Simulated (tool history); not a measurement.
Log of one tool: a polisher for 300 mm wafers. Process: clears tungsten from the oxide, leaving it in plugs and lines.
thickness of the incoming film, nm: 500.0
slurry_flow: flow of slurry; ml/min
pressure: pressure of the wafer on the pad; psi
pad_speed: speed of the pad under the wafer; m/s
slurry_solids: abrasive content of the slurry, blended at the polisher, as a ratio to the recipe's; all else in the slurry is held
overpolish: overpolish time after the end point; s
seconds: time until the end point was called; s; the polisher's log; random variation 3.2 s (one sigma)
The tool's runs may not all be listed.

run 1 day=0 | slurry_flow=290 pressure=2.5 pad_speed=1.04 slurry_solids=1 overpolish=35 | seconds=169.07
run 2 day=0.054 | slurry_flow=290 pressure=2.2 pad_speed=1.02 slurry_solids=1 overpolish=35 | seconds=197.97
run 3 day=0.383 | slurry_flow=290 pressure=2.2 pad_speed=1.02 slurry_solids=1.2 overpolish=35 | seconds=184.35
run 4 day=0.458 | slurry_flow=290 pressure=2 pad_speed=1 slurry_solids=1.2 overpolish=35 | seconds=208.54
run 5 day=0.508 | slurry_flow=290 pressure=1.8 pad_speed=1 slurry_solids=1.2 overpolish=35 | seconds=231.03
run 6 day=0.633 | slurry_flow=290 pressure=1.8 pad_speed=1 slurry_solids=1.2 overpolish=38 | seconds=231.65
run 7 day=0.904 | slurry_flow=290 pressure=1.6 pad_speed=1 slurry_solids=1.2 overpolish=38 | seconds=259.56
run 8 day=1.083 | slurry_flow=290 pressure=1.5 pad_speed=1 slurry_solids=1.2 overpolish=38 | seconds=281.53

Forecast run 9:
run 9 day=1.275 | slurry_flow=290 pressure=1.4 pad_speed=1 slurry_solids=1.2 overpolish=38 | seconds=?

Run 9 gave seconds 294.41 s.
